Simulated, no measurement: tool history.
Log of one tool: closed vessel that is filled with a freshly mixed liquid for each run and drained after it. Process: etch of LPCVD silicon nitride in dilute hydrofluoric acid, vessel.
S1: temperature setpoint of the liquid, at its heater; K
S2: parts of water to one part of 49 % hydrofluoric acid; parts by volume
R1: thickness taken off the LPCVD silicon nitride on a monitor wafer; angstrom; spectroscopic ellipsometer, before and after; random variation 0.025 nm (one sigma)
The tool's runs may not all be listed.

Run 1, hour 0: S1 299.15 K, S2 230 parts by volume, time in the liquid (s) 3200. Result: R1 76.382 angstrom.
Run 2, hour 3.7: S1 299.15 K, S2 230 parts by volume, time in the liquid (s) 3200. Result: R1 76.174 angstrom.
Run 3, hour 10: S1 299.15 K, S2 195 parts by volume, time in the liquid (s) 3200. Result: R1 90.303 angstrom.
Run 4, hour 13.7: S1 295.65 K, S2 195 parts by volume, time in the liquid (s) 3200. Result: R1 72.162 angstrom.
Run 5, hour 15.3: S1 294.65 K, S2 195 parts by volume, time in the liquid (s) 3200. Result: R1 67.888 angstrom.
Run 6, hour 23: S1 294.15 K, S2 195 parts by volume, time in the liquid (s) 3200. Result: R1 64.875 angstrom.

The next listed run, before its measurement:
Run 7, hour 31.2: S1 293.65 K, S2 195 parts by volume, time in the liquid (s) 3200. Result: R1 ?.

R1: 63.083 angstrom
